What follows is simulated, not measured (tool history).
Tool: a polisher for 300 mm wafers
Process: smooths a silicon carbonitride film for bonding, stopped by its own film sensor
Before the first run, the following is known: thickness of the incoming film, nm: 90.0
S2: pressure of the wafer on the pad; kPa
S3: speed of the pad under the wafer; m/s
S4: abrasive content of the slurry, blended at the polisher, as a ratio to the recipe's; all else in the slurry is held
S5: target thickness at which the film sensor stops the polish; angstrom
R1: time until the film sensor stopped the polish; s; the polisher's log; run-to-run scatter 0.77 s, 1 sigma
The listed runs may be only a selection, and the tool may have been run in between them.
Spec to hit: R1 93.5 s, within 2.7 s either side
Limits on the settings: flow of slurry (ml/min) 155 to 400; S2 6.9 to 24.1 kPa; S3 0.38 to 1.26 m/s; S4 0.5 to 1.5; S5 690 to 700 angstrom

{"run": 1, "hour": 0.0, "flow of slurry (ml/min)": 255, "S2": 15.2, "S3": 0.82, "S4": 1, "S5": 700, "R1": 105.32}
{"run": 2, "hour": 1.3, "flow of slurry (ml/min)": 255, "S2": 15.2, "S3": 0.82, "S4": 0.8, "S5": 700, "R1": 120.25}
{"run": 3, "hour": 2.5, "flow of slurry (ml/min)": 260, "S2": 16.5, "S3": 0.82, "S4": 0.8, "S5": 700, "R1": 111.35}
{"run": 4, "hour": 4.1, "flow of slurry (ml/min)": 260, "S2": 17.2, "S3": 0.82, "S4": 0.8, "S5": 700, "R1": 105.55}
{"run": 5, "hour": 5.4, "flow of slurry (ml/min)": 260, "S2": 17.2, "S3": 0.82, "S4": 0.8, "S5": 690, "R1": 110.92}
{"run": 6, "hour": 8.0, "flow of slurry (ml/min)": 260, "S2": 17.9, "S3": 0.82, "S4": 0.8, "S5": 690, "R1": 108.86}
{"run": 7, "hour": 12.0, "flow of slurry (ml/min)": 265, "S2": 18.6, "S3": 0.82, "S4": 0.8, "S5": 690, "R1": 101.23}
{"run": 8, "hour": 14.0, "flow of slurry (ml/min)": 275, "S2": 18.6, "S3": 0.82, "S4": 0.8, "S5": 690, "R1": 102.45}
{"run": 9, "hour": 15.4, "flow of slurry (ml/min)": 275, "S2": 19.3, "S3": 0.82, "S4": 0.8, "S5": 690, "R1": 98.643}

5 next moves are on the table. One of them brings every result within its allowed miss. Which?
{"run": "A", "hour": 16.8, "flow of slurry (ml/min)": 295, "S2": 17.9, "S3": 0.9, "S4": 0.9, "S5": 700, "R1": "?"}
{"run": "B", "hour": 16.8, "flow of slurry (ml/min)": 220, "S2": 18.6, "S3": 0.94, "S4": 0.75, "S5": 700, "R1": "?"}
{"run": "C", "hour": 16.8, "flow of slurry (ml/min)": 320, "S2": 19.3, "S3": 0.82, "S4": 0.95, "S5": 690, "R1": "?"}
{"run": "D", "hour": 16.8, "flow of slurry (ml/min)": 255, "S2": 16.5, "S3": 0.88, "S4": 1.1, "S5": 700, "R1": "?"}
{"run": "E", "hour": 16.8, "flow of slurry (ml/min)": 235, "S2": 21.4, "S3": 0.76, "S4": 0.85, "S5": 700, "R1": "?"}

move=A R1=88.198
move=B R1=95.57
move=C R1=89.219
move=D R1=87.845
move=E R1=90.127
A: takes the biggest miss from the last run beyond its target
B: in spec on every target
C: takes the biggest miss from the last run beyond its target
D: takes the biggest miss from the last run beyond its target
E: takes the biggest miss from the last run beyond its target
So the answer is move B, the one that meets all the targets.

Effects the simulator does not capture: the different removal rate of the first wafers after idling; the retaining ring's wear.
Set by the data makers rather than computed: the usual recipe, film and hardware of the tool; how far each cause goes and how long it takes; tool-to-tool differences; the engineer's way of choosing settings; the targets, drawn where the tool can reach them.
